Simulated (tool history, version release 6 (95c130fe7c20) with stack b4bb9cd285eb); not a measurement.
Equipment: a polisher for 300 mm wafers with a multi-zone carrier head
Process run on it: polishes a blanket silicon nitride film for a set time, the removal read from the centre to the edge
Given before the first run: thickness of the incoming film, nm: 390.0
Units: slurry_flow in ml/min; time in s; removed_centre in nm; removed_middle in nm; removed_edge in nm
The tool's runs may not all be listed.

run,hour,slurry_flow,centre_zone,middle_zone,edge_zone,time,removed_centre,removed_middle,removed_edge
1,0.0,155,1.00,1.00,1.00,62,119.290,120.270,117.230
2,5.2,150,0.99,0.98,0.99,58,109.750,111.580,110.480
3,12.7,150,0.99,0.97,0.98,54,102.740,102.010,103.200
4,15.5,150,0.98,0.97,0.97,51,94.314,97.237,96.204
5,17.9,150,0.98,0.95,0.95,49,91.450,90.055,91.448
6,25.7,150,0.97,0.94,0.93,48,88.041,89.835,90.029

What does the tool deliver on the next run?
7,31.7,150,0.97,0.93,0.92,47,?,?,?

{"run 7": {"removed_centre": 89.057, "removed_middle": 85.637, "removed_edge": 90.211}}
